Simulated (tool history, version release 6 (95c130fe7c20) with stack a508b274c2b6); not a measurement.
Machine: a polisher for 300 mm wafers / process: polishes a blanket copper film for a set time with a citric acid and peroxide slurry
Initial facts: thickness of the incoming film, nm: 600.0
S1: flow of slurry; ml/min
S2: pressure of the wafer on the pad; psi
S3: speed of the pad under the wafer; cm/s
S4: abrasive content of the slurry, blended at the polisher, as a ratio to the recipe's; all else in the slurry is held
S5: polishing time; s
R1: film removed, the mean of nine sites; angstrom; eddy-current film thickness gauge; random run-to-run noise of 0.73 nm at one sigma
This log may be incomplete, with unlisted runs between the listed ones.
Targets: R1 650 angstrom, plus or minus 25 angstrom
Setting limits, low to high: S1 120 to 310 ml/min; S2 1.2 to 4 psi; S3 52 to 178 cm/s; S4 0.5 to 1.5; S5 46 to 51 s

run	day	S1	S2	S3	S4	S5	R1
1	0	200	2.6	114	1	51	1126.3
2	0.146	155	2.6	114	1	51	1100.4
3	0.429	155	2.4	114	1	51	1008.7
4	0.767	155	2.4	114	0.9	51	993.13
5	1	155	2.2	114	0.9	51	919.18
6	1.342	155	2.1	114	0.9	51	863.88
7	1.588	155	2	114	0.9	51	824.84
8	1.742	155	1.9	114	0.9	51	777.29
9	1.804	155	1.8	114	0.9	51	749.38

Which one of the following 4 next-run settings gets every result inside its allowed miss? There is exactly one.
A	1.867	180	1.5	122	0.8	49	?
B	1.867	120	1.9	142	0.75	49	?
C	1.867	220	1.9	108	0.75	48	?
D	1.867	145	1.8	112	0.85	51	?

move	R1
A	650.52
B	856.62
C	721.96
D	722.34
A: meets every target
B: its largest miss is bigger than the last run's
C: an improvement on the last run, though not all results are within tolerance
D: an improvement on the last run, though not all results are within tolerance
Move A is the one to make.
